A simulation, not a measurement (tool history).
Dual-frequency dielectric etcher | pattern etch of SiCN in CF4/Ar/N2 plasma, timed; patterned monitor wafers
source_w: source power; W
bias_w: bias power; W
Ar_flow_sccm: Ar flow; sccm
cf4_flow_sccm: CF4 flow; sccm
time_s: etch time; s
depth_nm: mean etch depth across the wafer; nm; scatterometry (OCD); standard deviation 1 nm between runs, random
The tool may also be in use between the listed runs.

| run | hour | source_w | bias_w | Ar_flow_sccm | cf4_flow_sccm | time_s | depth_nm |
|---|---|---|---|---|---|---|---|
| 1 | 0.0 | 490 | 67 | 86 | 73 | 146.5 | 134.63 |
| 2 | 4.3 | 530 | 68 | 86 | 73 | 146.5 | 145.15 |
| 3 | 9.3 | 560 | 68 | 86 | 73 | 146.5 | 150.24 |
| 4 | 12.3 | 590 | 68 | 86 | 73 | 146.5 | 156.93 |
| 5 | 16.1 | 610 | 68 | 86 | 73 | 146.5 | 162.15 |
| 6 | 19.2 | 610 | 68 | 101 | 73 | 146.5 | 156.24 |
| 7 | 26.1 | 630 | 69 | 100 | 73 | 146.5 | 165.31 |

Estimate the outcome of run 8 from the log above:
| 8 | 31.0 | 630 | 69 | 100 | 73 | 146.5 | ? |

depth_nm: 163.67 nm
